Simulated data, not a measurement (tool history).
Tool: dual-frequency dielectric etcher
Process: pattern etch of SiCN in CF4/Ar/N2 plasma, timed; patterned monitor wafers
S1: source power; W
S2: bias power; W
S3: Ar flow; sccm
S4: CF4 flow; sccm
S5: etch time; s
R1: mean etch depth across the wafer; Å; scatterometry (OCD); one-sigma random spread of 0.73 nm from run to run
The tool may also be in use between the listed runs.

{"run": 1, "day": 0.0, "S1": 570, "S2": 91, "S3": 98, "S4": 55, "S5": 127.0, "R1": 1426.3}
{"run": 2, "day": 0.188, "S1": 580, "S2": 91, "S3": 98, "S4": 55, "S5": 127.0, "R1": 1446.7}
{"run": 3, "day": 0.525, "S1": 580, "S2": 91, "S3": 98, "S4": 55, "S5": 127.0, "R1": 1451.8}
{"run": 4, "day": 0.883, "S1": 580, "S2": 91, "S3": 98, "S4": 65, "S5": 127.0, "R1": 1488.9}
{"run": 5, "day": 1.192, "S1": 580, "S2": 91, "S3": 98, "S4": 55, "S5": 127.0, "R1": 1450.3}
{"run": 6, "day": 1.242, "S1": 590, "S2": 91, "S3": 98, "S4": 55, "S5": 127.0, "R1": 1482.8}
{"run": 7, "day": 1.325, "S1": 600, "S2": 91, "S3": 98, "S4": 55, "S5": 127.0, "R1": 1484.8}
{"run": 8, "day": 1.596, "S1": 610, "S2": 91, "S3": 98, "S4": 55, "S5": 127.0, "R1": 1493.7}
{"run": 9, "day": 1.621, "S1": 620, "S2": 91, "S3": 98, "S4": 55, "S5": 127.0, "R1": 1522.6}

Forecast run 10:
{"run": 10, "day": 1.671, "S1": 630, "S2": 91, "S3": 98, "S4": 55, "S5": 127.0, "R1": "?"}

R1: 1538.5 Å
